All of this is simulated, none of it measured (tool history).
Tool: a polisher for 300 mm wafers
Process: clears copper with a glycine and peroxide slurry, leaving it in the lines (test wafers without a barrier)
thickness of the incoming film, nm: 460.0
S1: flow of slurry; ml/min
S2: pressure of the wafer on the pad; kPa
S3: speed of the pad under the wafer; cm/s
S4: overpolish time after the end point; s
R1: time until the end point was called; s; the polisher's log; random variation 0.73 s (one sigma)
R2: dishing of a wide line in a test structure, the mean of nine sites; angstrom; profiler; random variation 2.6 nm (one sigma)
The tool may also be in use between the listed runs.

run	hour	S1	S2	S3	S4	R1	R2
1	0.0	315	20.7	76	25	83.654	739.69
2	5.2	315	17.9	76	25	91.867	670.09
3	8.9	315	17.9	76	31	92.888	800.96
4	10.2	390	17.9	76	31	92.023	799.18
5	16.1	390	19.3	76	31	87.298	864.05
6	23.6	390	22.1	76	31	79.102	866.62
7	32.5	390	22.8	76	32	75.157	926.66
8	37.6	390	23.4	76	33	73.922	1004.10

Forecast run 9:
9	38.5	390	24.1	76	33	?	?

{"run 9": {"R1": 71.568, "R2": 984.95}}

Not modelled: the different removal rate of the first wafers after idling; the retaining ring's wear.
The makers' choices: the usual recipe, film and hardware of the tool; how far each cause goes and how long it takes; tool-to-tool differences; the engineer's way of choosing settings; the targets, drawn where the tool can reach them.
